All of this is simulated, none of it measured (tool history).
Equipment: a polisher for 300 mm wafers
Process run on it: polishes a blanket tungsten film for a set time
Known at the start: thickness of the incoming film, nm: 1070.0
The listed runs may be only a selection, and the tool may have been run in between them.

run	day	flow of slurry (ml/min)	pressure of the wafer on the pad (psi)	speed of the pad under the wafer (m/s)	abrasive content of the slurry	polishing time (s)	film removed (angstrom)
1	0.000	155	2.4	1.12	1.0	104	3727.0
2	0.092	155	2.3	1.12	1.0	104	3580.8
3	0.200	155	2.3	1.12	1.0	109	3765.6
4	0.229	155	2.2	1.12	1.0	109	3628.2
5	0.254	155	2.5	1.12	1.0	109	4114.7
6	0.504	155	2.5	0.98	1.0	109	3642.4
7	0.625	155	2.4	0.98	1.0	109	3498.3
8	0.733	155	2.3	0.98	1.0	109	3307.1

Run 9 comes next. What will it give?
9	1.042	150	2.1	0.98	1.0	109	?

Run 9 measured film removed (angstrom) 3057.6.
